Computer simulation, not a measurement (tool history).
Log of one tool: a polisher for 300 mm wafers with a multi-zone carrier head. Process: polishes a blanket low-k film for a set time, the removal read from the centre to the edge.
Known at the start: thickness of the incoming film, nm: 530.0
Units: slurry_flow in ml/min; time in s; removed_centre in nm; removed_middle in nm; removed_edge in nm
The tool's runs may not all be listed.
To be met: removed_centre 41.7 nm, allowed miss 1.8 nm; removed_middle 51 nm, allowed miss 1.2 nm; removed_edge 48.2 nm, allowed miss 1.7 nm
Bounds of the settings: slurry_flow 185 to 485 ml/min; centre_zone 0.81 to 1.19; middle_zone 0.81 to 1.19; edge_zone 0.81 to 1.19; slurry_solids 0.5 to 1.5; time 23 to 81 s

run 1 day=0 | slurry_flow=310 centre_zone=1 middle_zone=1 edge_zone=1 slurry_solids=1 time=52 | removed_centre=31.625 removed_middle=32.496 removed_edge=31.18
run 2 day=0.046 | slurry_flow=310 centre_zone=1 middle_zone=0.95 edge_zone=1 slurry_solids=1 time=52 | removed_centre=32.688 removed_middle=30.89 removed_edge=31.436
run 3 day=0.242 | slurry_flow=310 centre_zone=1 middle_zone=0.95 edge_zone=1 slurry_solids=0.9 time=52 | removed_centre=30.716 removed_middle=29.365 removed_edge=29.865
run 4 day=0.292 | slurry_flow=310 centre_zone=0.98 middle_zone=0.99 edge_zone=1.04 slurry_solids=1.1 time=54 | removed_centre=34.112 removed_middle=34.845 removed_edge=34.863
run 5 day=0.496 | slurry_flow=315 centre_zone=0.97 middle_zone=1.03 edge_zone=1.08 slurry_solids=1.2 time=55 | removed_centre=35.405 removed_middle=37.908 removed_edge=38.364
run 6 day=0.667 | slurry_flow=315 centre_zone=0.97 middle_zone=1.08 edge_zone=1.08 slurry_solids=1.2 time=55 | removed_centre=36.638 removed_middle=39.896 removed_edge=37.866
run 7 day=0.95 | slurry_flow=325 centre_zone=0.95 middle_zone=1.11 edge_zone=1.11 slurry_solids=1.3 time=56 | removed_centre=37.667 removed_middle=42.345 removed_edge=40.029
run 8 day=1.133 | slurry_flow=320 centre_zone=0.93 middle_zone=1.12 edge_zone=1.12 slurry_solids=1.35 time=57 | removed_centre=37.803 removed_middle=44.401 removed_edge=41.744
run 9 day=1.412 | slurry_flow=320 centre_zone=0.93 middle_zone=1.13 edge_zone=1.14 slurry_solids=1.4 time=58 | removed_centre=39.383 removed_middle=45.905 removed_edge=43.369
run 10 day=1.671 | slurry_flow=325 centre_zone=0.92 middle_zone=1.14 edge_zone=1.15 slurry_solids=1.45 time=59 | removed_centre=40.348 removed_middle=48.408 removed_edge=46.162
run 11 day=1.821 | slurry_flow=335 centre_zone=0.92 middle_zone=1.15 edge_zone=1.16 slurry_solids=1.45 time=59 | removed_centre=40.368 removed_middle=48.497 removed_edge=45.032

4 next moves are on the table. One of them brings every result within its allowed miss. Which?
run A day=1.971 | slurry_flow=340 centre_zone=0.95 middle_zone=1.12 edge_zone=1.19 slurry_solids=1.35 time=57 | removed_centre=? removed_middle=? removed_edge=?
run B day=1.971 | slurry_flow=355 centre_zone=0.94 middle_zone=1.18 edge_zone=1.14 slurry_solids=1.4 time=59 | removed_centre=? removed_middle=? removed_edge=?
run C day=1.971 | slurry_flow=270 centre_zone=0.9 middle_zone=1.14 edge_zone=1.14 slurry_solids=1.5 time=63 | removed_centre=? removed_middle=? removed_edge=?
run D day=1.971 | slurry_flow=285 centre_zone=1.03 middle_zone=1.16 edge_zone=1.15 slurry_solids=1.45 time=58 | removed_centre=? removed_middle=? removed_edge=?

move=A removed_centre=39.368 removed_middle=45.129 removed_edge=43.572
move=B removed_centre=41.19 removed_middle=49.758 removed_edge=44.833
move=C removed_centre=42.301 removed_middle=51.459 removed_edge=48.107
move=D removed_centre=42.988 removed_middle=47.765 removed_edge=44.132
A: further off than the last run
B: nearer than the last run, and not there yet
C: meets every target
D: further off than the last run
The right move is C.
